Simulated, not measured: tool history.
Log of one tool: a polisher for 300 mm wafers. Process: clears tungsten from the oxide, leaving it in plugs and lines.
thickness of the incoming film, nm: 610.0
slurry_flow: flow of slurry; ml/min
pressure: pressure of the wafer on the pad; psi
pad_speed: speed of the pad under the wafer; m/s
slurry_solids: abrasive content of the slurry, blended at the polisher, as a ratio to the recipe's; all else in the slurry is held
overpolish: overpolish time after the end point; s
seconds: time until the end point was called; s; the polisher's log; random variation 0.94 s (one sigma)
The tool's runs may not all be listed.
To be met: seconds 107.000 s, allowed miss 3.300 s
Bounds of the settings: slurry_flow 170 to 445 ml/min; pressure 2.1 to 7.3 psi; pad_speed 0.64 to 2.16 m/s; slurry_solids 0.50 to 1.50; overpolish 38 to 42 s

| run | hour | slurry_flow | pressure | pad_speed | slurry_solids | overpolish | seconds |
|---|---|---|---|---|---|---|---|
| 1 | 0.0 | 285 | 4.7 | 1.40 | 1.00 | 38 | 74.979 |
| 2 | 4.2 | 285 | 4.2 | 1.40 | 1.00 | 38 | 79.448 |
| 3 | 7.8 | 215 | 4.2 | 1.40 | 1.00 | 38 | 81.877 |
| 4 | 12.2 | 215 | 5.2 | 1.40 | 1.00 | 38 | 70.247 |
| 5 | 16.3 | 215 | 5.2 | 1.40 | 0.80 | 38 | 74.645 |
| 6 | 19.7 | 215 | 5.2 | 1.40 | 0.80 | 38 | 74.417 |
| 7 | 23.2 | 215 | 4.5 | 1.40 | 0.80 | 38 | 84.568 |
| 8 | 26.0 | 215 | 4.1 | 1.40 | 0.80 | 38 | 91.890 |
| 9 | 33.8 | 215 | 3.9 | 1.40 | 0.80 | 38 | 94.829 |
| 10 | 39.3 | 215 | 3.7 | 1.40 | 0.80 | 38 | 98.239 |
| 11 | 46.0 | 215 | 3.6 | 1.40 | 0.80 | 38 | 102.220 |
| 12 | 51.5 | 215 | 3.6 | 1.40 | 0.80 | 38 | 101.100 |
| 13 | 58.2 | 215 | 3.5 | 1.40 | 0.80 | 38 | 102.650 |

5 next moves are on the table. One of them brings every result within its allowed miss. Which?
| A | 64.9 | 170 | 4.0 | 1.38 | 0.75 | 38 | ? |
| B | 64.9 | 200 | 3.6 | 1.50 | 0.75 | 42 | ? |
| C | 64.9 | 210 | 4.0 | 1.18 | 0.85 | 38 | ? |
| D | 64.9 | 245 | 4.4 | 1.26 | 0.70 | 42 | ? |
| E | 64.9 | 205 | 4.9 | 1.24 | 0.70 | 38 | ? |

| move | seconds |
|---|---|
| A | 99.303 |
| B | 96.537 |
| C | 107.150 |
| D | 98.247 |
| E | 93.870 |
A: further off than the last run
B: further off than the last run
C: meets every target
D: further off than the last run
E: further off than the last run
Move C is the one to make.
